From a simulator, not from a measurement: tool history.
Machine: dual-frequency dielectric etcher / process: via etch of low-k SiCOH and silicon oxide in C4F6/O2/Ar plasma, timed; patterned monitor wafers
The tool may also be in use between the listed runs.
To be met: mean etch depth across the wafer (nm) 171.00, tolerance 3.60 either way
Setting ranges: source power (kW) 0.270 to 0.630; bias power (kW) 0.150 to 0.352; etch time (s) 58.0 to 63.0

run,hour,source power (kW),bias power (kW),etch time (s),mean etch depth across the wafer (nm)
1,0.0,0.450,0.251,63.0,219.21
2,9.0,0.420,0.251,63.0,210.58
3,14.1,0.490,0.251,63.0,225.92
4,15.9,0.440,0.232,62.5,209.12
5,24.6,0.440,0.232,58.0,193.47
6,27.7,0.440,0.232,63.0,209.36
7,30.8,0.400,0.222,63.0,194.82
8,37.7,0.370,0.220,63.0,187.24
9,43.9,0.350,0.219,63.0,180.19
10,46.3,0.340,0.218,63.0,179.17

Pick the move, out of 4, that brings all results within their allowed miss; only one does.
A,48.7,0.420,0.184,58.0,?
B,48.7,0.360,0.180,60.5,?
C,48.7,0.300,0.214,63.0,?
D,48.7,0.380,0.181,59.0,?

move,mean etch depth across the wafer (nm)
A,173.26
B,164.48
C,164.12
D,165.76
A: every result within its allowed miss
B: carries the result that was furthest off beyond its target, to the other side
C: carries the result that was furthest off beyond its target, to the other side
D: carries the result that was furthest off beyond its target, to the other side
The right move is A.
